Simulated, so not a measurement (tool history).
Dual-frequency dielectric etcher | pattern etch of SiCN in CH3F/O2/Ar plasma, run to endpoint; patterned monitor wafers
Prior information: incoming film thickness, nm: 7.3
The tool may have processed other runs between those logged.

run,day,source power (kW),bias power (kW),endpoint time (s)
1,0,0.4,0.068,19.45
2,0.262,0.4,0.063,19.765
3,0.412,0.44,0.065,19.143
4,0.638,0.47,0.069,18.146
5,0.829,0.49,0.07,17.869
6,0.888,0.45,0.07,18.343
7,1.029,0.47,0.071,17.969

Run 8 has not been measured yet. What should we expect?
8,1.158,0.49,0.072,?

Logged for run 8: endpoint time (s) 17.595.
